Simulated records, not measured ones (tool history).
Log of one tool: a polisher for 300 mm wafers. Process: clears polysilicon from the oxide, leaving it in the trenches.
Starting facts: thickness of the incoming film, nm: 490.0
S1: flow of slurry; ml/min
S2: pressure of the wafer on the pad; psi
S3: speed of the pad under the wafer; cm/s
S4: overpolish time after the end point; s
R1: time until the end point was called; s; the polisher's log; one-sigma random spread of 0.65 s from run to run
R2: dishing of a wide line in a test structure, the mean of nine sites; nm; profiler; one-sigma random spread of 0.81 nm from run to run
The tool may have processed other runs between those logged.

run 1 hour=0.0 | S1=235 S2=2.6 S3=86 S4=12 | R1=61.832 R2=51.649
run 2 hour=3.8 | S1=235 S2=2.9 S3=88 S4=12 | R1=54.853 R2=53.058
run 3 hour=9.9 | S1=235 S2=3.1 S3=90 S4=12 | R1=47.786 R2=58.065
run 4 hour=15.7 | S1=235 S2=3.5 S3=90 S4=12 | R1=43.682 R2=57.492
run 5 hour=17.1 | S1=210 S2=3.5 S3=90 S4=12 | R1=43.363 R2=57.721
run 6 hour=20.3 | S1=210 S2=3.1 S3=90 S4=12 | R1=50.527 R2=55.896
run 7 hour=26.7 | S1=210 S2=3.3 S3=92 S4=12 | R1=46.572 R2=56.480
run 8 hour=32.9 | S1=215 S2=3.4 S3=92 S4=12 | R1=44.664 R2=58.839
run 9 hour=35.2 | S1=215 S2=3.4 S3=92 S4=12 | R1=45.123 R2=57.333

Forecast run 10:
run 10 hour=39.9 | S1=220 S2=3.5 S3=94 S4=12 | R1=? R2=?

R1: 42.178 s
R2: 58.258 nm
